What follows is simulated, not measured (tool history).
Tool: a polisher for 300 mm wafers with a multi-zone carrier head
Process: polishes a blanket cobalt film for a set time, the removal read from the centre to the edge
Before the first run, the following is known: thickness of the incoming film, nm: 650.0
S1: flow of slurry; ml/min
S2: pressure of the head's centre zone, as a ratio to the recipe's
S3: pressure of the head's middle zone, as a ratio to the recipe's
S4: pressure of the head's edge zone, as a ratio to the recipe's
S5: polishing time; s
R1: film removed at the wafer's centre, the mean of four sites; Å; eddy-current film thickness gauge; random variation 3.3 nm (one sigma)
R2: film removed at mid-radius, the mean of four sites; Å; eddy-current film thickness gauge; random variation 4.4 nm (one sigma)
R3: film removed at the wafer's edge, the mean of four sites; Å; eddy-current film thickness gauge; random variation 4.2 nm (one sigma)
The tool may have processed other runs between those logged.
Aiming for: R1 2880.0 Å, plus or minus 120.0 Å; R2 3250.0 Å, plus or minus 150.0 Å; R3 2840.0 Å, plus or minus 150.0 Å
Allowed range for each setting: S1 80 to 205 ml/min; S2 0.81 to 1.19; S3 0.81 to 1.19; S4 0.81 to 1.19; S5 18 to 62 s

Run 1, hour 0.0: S1 135 ml/min, S2 1.00, S3 1.00, S4 1.00, S5 40 s. Result: R1 2058.1 Å, R2 2085.3 Å, R3 2101.5 Å.
Run 2, hour 7.5: S1 135 ml/min, S2 1.00, S3 1.00, S4 1.03, S5 40 s. Result: R1 2068.3 Å, R2 2114.9 Å, R3 2121.9 Å.
Run 3, hour 8.1: S1 135 ml/min, S2 0.92, S3 1.00, S4 1.03, S5 40 s. Result: R1 1939.5 Å, R2 2123.7 Å, R3 2070.4 Å.
Run 4, hour 13.9: S1 135 ml/min, S2 0.92, S3 1.00, S4 1.09, S5 40 s. Result: R1 1932.8 Å, R2 2041.3 Å, R3 2160.7 Å.
Run 5, hour 17.5: S1 135 ml/min, S2 0.92, S3 0.97, S4 1.09, S5 40 s. Result: R1 1914.9 Å, R2 1994.3 Å, R3 2199.7 Å.
At hour 21.7: worn pad replaced by a new one.
Run 6, hour 21.7: S1 135 ml/min, S2 0.92, S3 0.97, S4 1.09, S5 36 s. Result: R1 1874.2 Å, R2 1982.4 Å, R3 2090.4 Å.
Run 7, hour 27.6: S1 145 ml/min, S2 0.93, S3 1.00, S4 1.08, S5 39 s. Result: R1 2070.5 Å, R2 2166.8 Å, R3 2287.1 Å.
Run 8, hour 30.6: S1 150 ml/min, S2 0.93, S3 1.02, S4 1.07, S5 39 s. Result: R1 2094.2 Å, R2 2252.9 Å, R3 2292.9 Å.
Run 9, hour 37.4: S1 155 ml/min, S2 0.94, S3 1.04, S4 1.06, S5 39 s. Result: R1 2113.6 Å, R2 2342.4 Å, R3 2291.0 Å.
Run 10, hour 44.7: S1 155 ml/min, S2 0.94, S3 1.04, S4 1.06, S5 39 s. Result: R1 2102.8 Å, R2 2321.5 Å, R3 2301.1 Å.
Run 11, hour 53.3: S1 160 ml/min, S2 0.95, S3 1.05, S4 1.05, S5 39 s. Result: R1 2149.1 Å, R2 2363.1 Å, R3 2288.6 Å.
Run 12, hour 61.8: S1 160 ml/min, S2 0.95, S3 1.05, S4 1.05, S5 39 s. Result: R1 2140.3 Å, R2 2365.2 Å, R3 2298.6 Å.
Run 13, hour 69.3: S1 165 ml/min, S2 0.96, S3 1.06, S4 1.05, S5 40 s. Result: R1 2209.3 Å, R2 2419.1 Å, R3 2326.5 Å.

5 candidate next runs follow, results not yet known. Just one meets every target within its allowed miss. Identify it.
Run A, hour 76.8: S1 170 ml/min, S2 0.82, S3 1.13, S4 1.09, S5 51 s. Result: R1 ?, R2 ?, R3 ?.
Run B, hour 76.8: S1 165 ml/min, S2 0.87, S3 1.07, S4 1.10, S5 31 s. Result: R1 ?, R2 ?, R3 ?.
Run C, hour 76.8: S1 180 ml/min, S2 0.99, S3 1.14, S4 0.99, S5 50 s. Result: R1 ?, R2 ?, R3 ?.
Run D, hour 76.8: S1 150 ml/min, S2 0.98, S3 1.04, S4 1.00, S5 47 s. Result: R1 ?, R2 ?, R3 ?.
Run E, hour 76.8: S1 200 ml/min, S2 1.00, S3 0.89, S4 1.16, S5 48 s. Result: R1 ?, R2 ?, R3 ?.

move      R1      R2      R3
   A  2538.7  3301.7  3142.4
   B  1607.8  1904.6  1912.3
   C  2933.4  3292.0  2969.1
   D  2630.6  2765.8  2739.2
   E  2887.7  2606.1  3116.5
A: moves toward the targets from the last run without getting all of them in spec
B: further off than the last run
C: hits every target within its allowed miss
D: moves toward the targets from the last run without getting all of them in spec
E: gets the furthest-off result to its target, but another result is out of tolerance
C is the move that brings every result within its allowed miss.
